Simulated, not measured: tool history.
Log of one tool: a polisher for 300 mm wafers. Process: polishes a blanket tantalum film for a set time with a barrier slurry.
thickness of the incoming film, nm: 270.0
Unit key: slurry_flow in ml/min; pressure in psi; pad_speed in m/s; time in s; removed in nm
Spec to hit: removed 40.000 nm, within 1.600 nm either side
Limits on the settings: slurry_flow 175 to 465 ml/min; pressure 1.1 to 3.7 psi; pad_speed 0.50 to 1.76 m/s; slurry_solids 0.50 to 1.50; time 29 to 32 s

run	hour	slurry_flow	pressure	pad_speed	slurry_solids	time	removed
1	0.0	295	2.4	1.12	1.00	32	62.138
2	2.2	295	2.1	1.12	1.00	32	57.361
3	8.4	295	2.1	1.12	1.00	32	55.593
4	15.8	295	1.8	1.12	1.00	32	50.442
5	17.5	295	2.3	1.12	1.00	32	60.948
6	19.4	225	2.3	1.12	1.00	32	58.539
7	27.2	225	2.0	1.10	1.00	32	51.479
8	34.3	225	1.8	1.10	1.00	32	47.481
9	39.1	225	1.7	1.10	1.00	32	46.303
10	43.1	225	1.6	1.10	1.00	32	44.352
11	47.7	225	1.5	1.10	1.00	32	42.638

Which single option among these 4 for the next run brings every result within its allowed miss of target? Just one does.
A	52.3	210	1.8	1.16	0.90	30	?
B	52.3	215	1.5	1.14	0.95	29	?
C	52.3	245	1.2	1.12	1.00	31	?
D	52.3	300	1.6	0.98	1.10	29	?

move	removed
A	45.972
B	39.242
C	36.838
D	37.556
A: misses by more than the last run did
B: hits every target within its allowed miss
C: the result that was furthest off in the last run now lies on the other side of its target
D: the result that was furthest off in the last run now lies on the other side of its target
B meets every target.
